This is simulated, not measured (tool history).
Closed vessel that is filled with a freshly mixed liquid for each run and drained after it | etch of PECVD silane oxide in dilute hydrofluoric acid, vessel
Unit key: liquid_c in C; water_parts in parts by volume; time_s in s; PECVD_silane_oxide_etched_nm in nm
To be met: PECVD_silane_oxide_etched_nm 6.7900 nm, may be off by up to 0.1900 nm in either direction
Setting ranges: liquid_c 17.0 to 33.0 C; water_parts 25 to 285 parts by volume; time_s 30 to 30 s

{"run": 1, "hour": 0.0, "liquid_c": 25.0, "water_parts": 155, "time_s": 30, "PECVD_silane_oxide_etched_nm": 4.5454}
{"run": 2, "hour": 3.5, "liquid_c": 26.0, "water_parts": 155, "time_s": 30, "PECVD_silane_oxide_etched_nm": 4.591}
{"run": 3, "hour": 9.6, "liquid_c": 26.5, "water_parts": 150, "time_s": 30, "PECVD_silane_oxide_etched_nm": 4.9497}
{"run": 4, "hour": 18.3, "liquid_c": 26.5, "water_parts": 150, "time_s": 30, "PECVD_silane_oxide_etched_nm": 4.9866}
{"run": 5, "hour": 22.7, "liquid_c": 26.5, "water_parts": 120, "time_s": 30, "PECVD_silane_oxide_etched_nm": 6.4537}
{"run": 6, "hour": 31.1, "liquid_c": 26.5, "water_parts": 165, "time_s": 30, "PECVD_silane_oxide_etched_nm": 4.4092}
{"run": 7, "hour": 38.6, "liquid_c": 27.0, "water_parts": 160, "time_s": 30, "PECVD_silane_oxide_etched_nm": 4.6628}
{"run": 8, "hour": 42.8, "liquid_c": 27.5, "water_parts": 160, "time_s": 30, "PECVD_silane_oxide_etched_nm": 4.7321}
{"run": 9, "hour": 50.3, "liquid_c": 28.0, "water_parts": 155, "time_s": 30, "PECVD_silane_oxide_etched_nm": 5.0206}
{"run": 10, "hour": 53.2, "liquid_c": 28.5, "water_parts": 155, "time_s": 30, "PECVD_silane_oxide_etched_nm": 5.0422}
{"run": 11, "hour": 60.4, "liquid_c": 29.0, "water_parts": 150, "time_s": 30, "PECVD_silane_oxide_etched_nm": 5.436}
{"run": 12, "hour": 64.5, "liquid_c": 29.5, "water_parts": 150, "time_s": 30, "PECVD_silane_oxide_etched_nm": 5.5191}
{"run": 13, "hour": 68.1, "liquid_c": 33.0, "water_parts": 135, "time_s": 30, "PECVD_silane_oxide_etched_nm": 7.0151}

4 next moves are on the table. One of them brings every result within its allowed miss. Which?
{"run": "A", "hour": 71.7, "liquid_c": 33.0, "water_parts": 140, "time_s": 30, "PECVD_silane_oxide_etched_nm": "?"}
{"run": "B", "hour": 71.7, "liquid_c": 32.0, "water_parts": 130, "time_s": 30, "PECVD_silane_oxide_etched_nm": "?"}
{"run": "C", "hour": 71.7, "liquid_c": 32.0, "water_parts": 125, "time_s": 30, "PECVD_silane_oxide_etched_nm": "?"}
{"run": "D", "hour": 71.7, "liquid_c": 32.5, "water_parts": 130, "time_s": 30, "PECVD_silane_oxide_etched_nm": "?"}

move=A PECVD_silane_oxide_etched_nm=6.7889
move=B PECVD_silane_oxide_etched_nm=7.1569
move=C PECVD_silane_oxide_etched_nm=7.4961
move=D PECVD_silane_oxide_etched_nm=7.2859
A: every result lands within tolerance
B: further off than the last run
C: further off than the last run
D: further off than the last run
Answer: A

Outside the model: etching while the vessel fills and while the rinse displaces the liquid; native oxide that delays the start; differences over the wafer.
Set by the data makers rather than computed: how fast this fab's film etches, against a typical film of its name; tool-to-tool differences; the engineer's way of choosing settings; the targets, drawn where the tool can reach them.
